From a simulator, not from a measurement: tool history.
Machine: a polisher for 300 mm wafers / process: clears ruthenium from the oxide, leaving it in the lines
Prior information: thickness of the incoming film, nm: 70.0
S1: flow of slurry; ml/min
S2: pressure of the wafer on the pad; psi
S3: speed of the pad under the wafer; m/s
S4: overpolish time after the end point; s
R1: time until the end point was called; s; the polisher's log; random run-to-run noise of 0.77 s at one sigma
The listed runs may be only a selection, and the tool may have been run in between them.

Run 1, hour 0.0: S1 225 ml/min, S2 1.3 psi, S3 1.16 m/s, S4 12 s. Result: R1 89.948 s.
Run 2, hour 1.8: S1 265 ml/min, S2 1.3 psi, S3 1.16 m/s, S4 12 s. Result: R1 86.515 s.
Run 3, hour 4.5: S1 265 ml/min, S2 1.3 psi, S3 1.16 m/s, S4 12 s. Result: R1 88.351 s.
Run 4, hour 7.7: S1 265 ml/min, S2 1.5 psi, S3 1.18 m/s, S4 12 s. Result: R1 77.411 s.
Run 5, hour 9.4: S1 265 ml/min, S2 1.2 psi, S3 1.18 m/s, S4 12 s. Result: R1 94.273 s.
Run 6, hour 16.7: S1 315 ml/min, S2 1.2 psi, S3 1.18 m/s, S4 12 s. Result: R1 90.374 s.

For run 7, what comes out?
Run 7, hour 20.3: S1 320 ml/min, S2 1.6 psi, S3 1.24 m/s, S4 12 s. Result: R1 ?.

{"run 7": {"R1": 70.001}}
